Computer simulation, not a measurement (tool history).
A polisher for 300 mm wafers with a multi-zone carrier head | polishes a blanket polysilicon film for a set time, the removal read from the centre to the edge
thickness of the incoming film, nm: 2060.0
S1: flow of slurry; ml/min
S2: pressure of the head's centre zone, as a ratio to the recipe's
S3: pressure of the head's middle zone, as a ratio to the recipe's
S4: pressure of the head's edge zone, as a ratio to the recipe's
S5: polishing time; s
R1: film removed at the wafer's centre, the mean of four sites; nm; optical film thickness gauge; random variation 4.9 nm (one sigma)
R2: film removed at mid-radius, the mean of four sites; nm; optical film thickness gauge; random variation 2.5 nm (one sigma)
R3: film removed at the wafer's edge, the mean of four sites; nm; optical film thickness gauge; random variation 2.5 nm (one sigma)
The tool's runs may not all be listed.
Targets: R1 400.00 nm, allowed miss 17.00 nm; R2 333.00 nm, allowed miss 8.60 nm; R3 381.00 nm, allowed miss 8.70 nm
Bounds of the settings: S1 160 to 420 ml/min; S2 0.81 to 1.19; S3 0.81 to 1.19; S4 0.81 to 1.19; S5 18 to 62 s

run	hour	S1	S2	S3	S4	S5	R1	R2	R3
1	0.0	270	1.00	1.00	1.00	40	368.87	395.98	392.78
2	5.8	255	1.03	0.95	0.99	40	375.62	379.94	390.54
3	13.5	205	1.03	0.95	0.99	40	363.40	367.84	383.35
4	18.2	200	1.07	0.91	0.99	40	373.51	355.28	380.76
5	22.8	195	1.10	0.89	0.99	40	380.40	349.39	383.74
6	30.3	195	1.10	0.89	0.99	50	479.80	427.52	474.61
7	31.3	190	1.11	0.87	0.97	47	444.10	399.28	440.15
8	34.4	185	1.13	0.85	0.97	45	434.33	374.70	424.35
9	39.2	180	1.14	0.84	0.96	44	416.45	359.99	409.89

4 next moves are on the table. One of them brings every result within its allowed miss. Which?
A	44.0	225	1.10	0.81	0.88	41	?	?	?
B	44.0	180	1.18	0.92	0.95	41	?	?	?
C	44.0	160	1.09	0.81	1.03	40	?	?	?
D	44.0	175	1.19	0.93	0.99	41	?	?	?

move	R1	R2	R3
A	397.99	337.05	377.36
B	402.80	360.40	379.62
C	359.62	309.00	378.72
D	402.93	361.62	385.49
A: meets every target
B: brings the result that was furthest off to its target, and leaves another outside
C: brings the result that was furthest off to its target, and leaves another outside
D: brings the result that was furthest off to its target, and leaves another outside
Answer: A
